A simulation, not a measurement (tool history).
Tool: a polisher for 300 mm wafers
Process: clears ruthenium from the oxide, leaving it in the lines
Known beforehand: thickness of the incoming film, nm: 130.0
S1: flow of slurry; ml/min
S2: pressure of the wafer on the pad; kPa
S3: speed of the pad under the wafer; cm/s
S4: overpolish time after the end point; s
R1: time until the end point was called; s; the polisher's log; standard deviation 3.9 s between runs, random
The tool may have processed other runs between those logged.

run 1 hour=0.0 | S1=265 S2=19.3 S3=82 S4=17 | R1=113.24
run 2 hour=1.5 | S1=265 S2=17.2 S3=80 S4=17 | R1=126.52
run 3 hour=8.2 | S1=265 S2=17.2 S3=80 S4=17 | R1=124.80
run 4 hour=9.9 | S1=265 S2=15.2 S3=76 S4=17 | R1=147.50
run 5 hour=11.2 | S1=265 S2=13.8 S3=74 S4=17 | R1=169.58
run 6 hour=18.1 | S1=265 S2=13.8 S3=90 S4=17 | R1=146.19

Predict the results of run 7:
run 7 hour=19.3 | S1=265 S2=12.4 S3=88 S4=17 | R1=?

R1: 163.52 s
